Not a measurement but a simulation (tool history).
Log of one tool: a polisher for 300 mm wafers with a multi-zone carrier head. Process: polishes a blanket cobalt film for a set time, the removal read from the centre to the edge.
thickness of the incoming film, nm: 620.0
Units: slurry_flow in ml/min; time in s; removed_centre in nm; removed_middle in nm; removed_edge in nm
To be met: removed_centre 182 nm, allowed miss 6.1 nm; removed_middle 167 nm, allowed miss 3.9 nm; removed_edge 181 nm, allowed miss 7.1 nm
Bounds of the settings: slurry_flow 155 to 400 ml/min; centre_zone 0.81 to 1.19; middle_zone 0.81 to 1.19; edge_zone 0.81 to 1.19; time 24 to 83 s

Run 1, hour 0: slurry_flow 255 ml/min, centre_zone 1, middle_zone 1, edge_zone 1, time 53 s. Result: removed_centre 192.97 nm, removed_middle 199.92 nm, removed_edge 199.96 nm.
Run 2, hour 2.2: slurry_flow 255 ml/min, centre_zone 1, middle_zone 1, edge_zone 0.93, time 53 s. Result: removed_centre 195.98 nm, removed_middle 198.21 nm, removed_edge 192.82 nm.
Run 3, hour 3.6: slurry_flow 240 ml/min, centre_zone 0.99, middle_zone 0.96, edge_zone 0.91, time 53 s. Result: removed_centre 190.71 nm, removed_middle 189.87 nm, removed_edge 187.63 nm.
Run 4, hour 8.9: slurry_flow 240 ml/min, centre_zone 0.99, middle_zone 1.02, edge_zone 0.91, time 53 s. Result: removed_centre 192.12 nm, removed_middle 199.08 nm, removed_edge 190.03 nm.
Run 5, hour 17.9: slurry_flow 225 ml/min, centre_zone 0.99, middle_zone 0.96, edge_zone 0.91, time 53 s. Result: removed_centre 190.18 nm, removed_middle 188.42 nm, removed_edge 188.3 nm.
Run 6, hour 26.6: slurry_flow 175 ml/min, centre_zone 0.99, middle_zone 0.96, edge_zone 0.91, time 53 s. Result: removed_centre 178.02 nm, removed_middle 181.41 nm, removed_edge 181.76 nm.
Run 7, hour 33.5: slurry_flow 170 ml/min, centre_zone 1, middle_zone 0.93, edge_zone 0.92, time 53 s. Result: removed_centre 180.16 nm, removed_middle 175.33 nm, removed_edge 183.43 nm.
Run 8, hour 41.7: slurry_flow 165 ml/min, centre_zone 1.01, middle_zone 0.92, edge_zone 0.92, time 53 s. Result: removed_centre 181.36 nm, removed_middle 175.28 nm, removed_edge 184.64 nm.

5 next moves are on the table. One of them brings every result within its allowed miss. Which?
Run A, hour 49.9: slurry_flow 195 ml/min, centre_zone 0.98, middle_zone 0.95, edge_zone 0.96, time 53 s. Result: removed_centre ?, removed_middle ?, removed_edge ?.
Run B, hour 49.9: slurry_flow 155 ml/min, centre_zone 1.05, middle_zone 0.92, edge_zone 0.96, time 51 s. Result: removed_centre ?, removed_middle ?, removed_edge ?.
Run C, hour 49.9: slurry_flow 155 ml/min, centre_zone 0.92, middle_zone 0.84, edge_zone 0.98, time 56 s. Result: removed_centre ?, removed_middle ?, removed_edge ?.
Run D, hour 49.9: slurry_flow 155 ml/min, centre_zone 0.97, middle_zone 0.98, edge_zone 0.95, time 56 s. Result: removed_centre ?, removed_middle ?, removed_edge ?.
Run E, hour 49.9: slurry_flow 155 ml/min, centre_zone 0.96, middle_zone 0.91, edge_zone 0.92, time 54 s. Result: removed_centre ?, removed_middle ?, removed_edge ?.

move  removed_centre  removed_middle  removed_edge
   A          180.36          183.93        189.04
   B          178.79           166.3        177.46
   C          171.73          169.49        196.99
   D          181.32          192.61        193.74
   E          172.95          174.58        184.21
A: further off than the last run
B: meets every target
C: brings the result that was furthest off to its target, and leaves another outside
D: further off than the last run
E: nearer than the last run, and not there yet
The right move is B.
